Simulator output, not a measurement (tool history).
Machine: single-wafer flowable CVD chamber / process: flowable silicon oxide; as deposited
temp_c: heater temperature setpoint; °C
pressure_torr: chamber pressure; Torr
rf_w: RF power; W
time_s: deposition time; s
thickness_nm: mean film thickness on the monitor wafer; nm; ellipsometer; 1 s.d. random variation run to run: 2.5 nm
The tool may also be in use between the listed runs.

run  hour  temp_c  pressure_torr  rf_w  time_s  thickness_nm
  1   0.0     100          0.645  1605    1009        438.55
  2   8.6     100          0.645  1740    1009        449.31
  3  12.0     100          0.698  1740    1009        480.82
  4  13.9     100          0.751  1740    1009        518.87
  5  16.4     100          0.751  1525    1009        503.35
  6  24.5      99          0.751  1525    1009        520.62
  7  28.5      98          0.751  1525    1009        542.33

Predict the results of run 8:
  8  34.3      97          0.751  1525    1009             ?

{"run 8": {"thickness_nm": 562.66}}
